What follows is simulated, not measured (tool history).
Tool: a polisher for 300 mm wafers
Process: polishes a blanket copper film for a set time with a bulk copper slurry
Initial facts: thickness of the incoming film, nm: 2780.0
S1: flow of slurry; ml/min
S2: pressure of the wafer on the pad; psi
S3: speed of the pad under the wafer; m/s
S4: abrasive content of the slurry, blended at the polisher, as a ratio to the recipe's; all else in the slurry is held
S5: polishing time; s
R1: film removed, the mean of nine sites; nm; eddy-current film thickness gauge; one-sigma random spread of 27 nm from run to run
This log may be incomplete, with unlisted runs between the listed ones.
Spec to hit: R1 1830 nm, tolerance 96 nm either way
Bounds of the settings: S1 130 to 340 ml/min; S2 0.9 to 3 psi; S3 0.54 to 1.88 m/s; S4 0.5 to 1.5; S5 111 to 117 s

run,hour,S1,S2,S3,S4,S5,R1
1,0,220,1.9,1.2,1,111,858.24
2,8.1,220,2.2,1.26,1,111,1060
3,16.2,220,2.2,1.08,1,111,918.25
4,21.7,220,2.2,1.08,1.1,111,941.27
5,24.6,220,2.2,1.08,1.2,111,941.36
# hour 25.6: slurry nozzle cleaned
6,25.6,220,2.4,1.16,1.2,112,1111.7
7,31.9,220,2.6,1.24,1.2,113,1314.5
8,39,220,2.7,1.3,1.2,113,1442.8

Which one of the following 4 next-run settings gets every result inside its allowed miss? There is exactly one.
A,46.1,165,2.7,1.66,1.15,117,?
B,46.1,215,3,1.6,1.2,117,?
C,46.1,185,2.9,1.7,1.2,117,?
D,46.1,265,3,1.58,1.25,117,?

move,R1
A,1802.7
B,1994.2
C,2017
D,2022.1
A: every result within its allowed miss
B: moves the result that the last run missed by most past its target, out the other side
C: moves the result that the last run missed by most past its target, out the other side
D: moves the result that the last run missed by most past its target, out the other side
A meets every target.
